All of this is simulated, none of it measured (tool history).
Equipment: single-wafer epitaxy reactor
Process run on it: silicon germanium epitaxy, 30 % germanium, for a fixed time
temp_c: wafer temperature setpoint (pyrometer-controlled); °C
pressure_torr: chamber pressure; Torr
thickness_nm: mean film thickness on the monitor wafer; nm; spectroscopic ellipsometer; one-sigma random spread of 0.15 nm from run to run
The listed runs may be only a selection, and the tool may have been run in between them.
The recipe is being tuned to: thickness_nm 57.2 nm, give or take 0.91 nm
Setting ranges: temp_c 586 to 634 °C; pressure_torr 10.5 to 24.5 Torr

Run 1, hour 0: temp_c 610 °C, pressure_torr 17.5 Torr. Result: thickness_nm 68.957 nm.
Run 2, hour 7.8: temp_c 610 °C, pressure_torr 19.1 Torr. Result: thickness_nm 72.456 nm.
Run 3, hour 15.4: temp_c 615 °C, pressure_torr 19.1 Torr. Result: thickness_nm 78.388 nm.
Run 4, hour 19.2: temp_c 615 °C, pressure_torr 22 Torr. Result: thickness_nm 84.011 nm.
Run 5, hour 21.8: temp_c 620 °C, pressure_torr 22 Torr. Result: thickness_nm 91.154 nm.
Run 6, hour 23: temp_c 611 °C, pressure_torr 21.9 Torr. Result: thickness_nm 78.699 nm.
Run 7, hour 24.1: temp_c 604 °C, pressure_torr 21.8 Torr. Result: thickness_nm 70.458 nm.
Run 8, hour 28: temp_c 600 °C, pressure_torr 21.7 Torr. Result: thickness_nm 65.917 nm.
Run 9, hour 34.4: temp_c 597 °C, pressure_torr 21.7 Torr. Result: thickness_nm 62.876 nm.
Run 10, hour 36.2: temp_c 595 °C, pressure_torr 21.7 Torr. Result: thickness_nm 60.786 nm.

Exercise: of the 4 proposed moves below, exactly one satisfies all targets within the stated allowed misses. Which move is it?
Run A, hour 38: temp_c 595 °C, pressure_torr 20.9 Torr. Result: thickness_nm ?.
Run B, hour 38: temp_c 588 °C, pressure_torr 22.8 Torr. Result: thickness_nm ?.
Run C, hour 38: temp_c 590 °C, pressure_torr 22.4 Torr. Result: thickness_nm ?.
Run D, hour 38: temp_c 591 °C, pressure_torr 23.6 Torr. Result: thickness_nm ?.

move  thickness_nm
   A        59.469
   B        55.431
   C        56.774
   D        59.226
A: closer than the last run, but not yet in spec
B: moves the result that the last run missed by most past its target, out the other side
C: hits every target within its allowed miss
D: closer than the last run, but not yet in spec
The right move is C.
